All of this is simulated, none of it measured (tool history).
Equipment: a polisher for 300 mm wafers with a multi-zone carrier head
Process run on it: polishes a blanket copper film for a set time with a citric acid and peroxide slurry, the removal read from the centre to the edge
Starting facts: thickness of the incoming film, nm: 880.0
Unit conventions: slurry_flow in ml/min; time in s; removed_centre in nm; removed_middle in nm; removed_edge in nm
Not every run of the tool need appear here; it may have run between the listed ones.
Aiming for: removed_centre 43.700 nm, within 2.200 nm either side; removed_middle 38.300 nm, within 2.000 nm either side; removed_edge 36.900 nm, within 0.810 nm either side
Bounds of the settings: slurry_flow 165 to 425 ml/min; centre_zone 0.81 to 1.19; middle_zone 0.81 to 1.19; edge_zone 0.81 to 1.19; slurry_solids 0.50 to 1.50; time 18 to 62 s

run    day  slurry_flow  centre_zone  middle_zone  edge_zone  slurry_solids  time  removed_centre  removed_middle  removed_edge
  1  0.000          275         1.00         1.00       1.00           1.00    40          56.605          57.024        57.356
  2  0.038          275         1.04         1.00       1.00           1.00    40          58.873          58.195        57.086
  3  0.408          270         1.05         0.98       0.96           0.90    37          51.859          51.375        49.848
  4  0.542          265         1.08         0.94       0.93           0.80    36          51.504          45.337        45.317
  5  0.821          265         1.08         0.94       0.93           0.70    36          49.040          45.050        43.645
  6  1.133          265         1.08         0.94       0.93           0.70    32          43.395          38.634        39.487
  7  1.358          260         1.09         0.94       0.91           0.70    32          43.350          39.893        38.443
  8  1.438          260         1.09         0.94       0.91           0.70    32          42.387          38.789        38.309

Exactly one of the 5 candidate moves below puts every result within its allowed miss. Which one?
  A  1.517          245         1.07         0.97       0.96           0.80    30               ?               ?             ?
  B  1.517          225         1.10         0.91       0.95           0.70    33               ?               ?             ?
  C  1.517          220         1.06         0.98       0.96           0.80    31               ?               ?             ?
  D  1.517          300         1.17         0.96       0.92           0.65    31               ?               ?             ?
  E  1.517          270         1.07         0.97       0.91           0.65    33               ?               ?             ?

move  removed_centre  removed_middle  removed_edge
   A          40.009          38.274        38.712
   B          42.525          38.164        40.209
   C          40.326          39.221        39.547
   D          42.717          37.496        37.233
   E          41.597          39.741        39.084
A: misses by more than the last run did
B: misses by more than the last run did
C: misses by more than the last run did
D: hits every target within its allowed miss
E: misses by more than the last run did
Answer: D
